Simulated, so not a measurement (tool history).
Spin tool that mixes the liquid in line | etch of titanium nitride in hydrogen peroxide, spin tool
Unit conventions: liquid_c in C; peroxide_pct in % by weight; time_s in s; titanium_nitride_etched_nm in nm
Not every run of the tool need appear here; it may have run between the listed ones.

| run | hour | liquid_c | peroxide_pct | time_s | titanium_nitride_etched_nm |
|---|---|---|---|---|---|
| 1 | 0.0 | 48.0 | 17.0 | 315 | 7.3358 |
| 2 | 6.9 | 48.0 | 13.5 | 315 | 6.9516 |
| 3 | 12.9 | 50.5 | 13.5 | 315 | 8.4164 |
| 4 | 15.9 | 50.5 | 15.0 | 315 | 8.5339 |
|  | 22.9 | heated supply line repaired |
| 5 | 22.9 | 44.5 | 15.0 | 315 | 6.7063 |
| 6 | 29.2 | 44.5 | 17.0 | 315 | 6.9168 |
| 7 | 30.1 | 47.5 | 18.5 | 320 | 8.7923 |

Run 8 has not been measured yet. What should we expect?
| 8 | 33.3 | 50.0 | 19.0 | 320 | ? |

Logged for run 8: titanium_nitride_etched_nm 10.6440 nm.
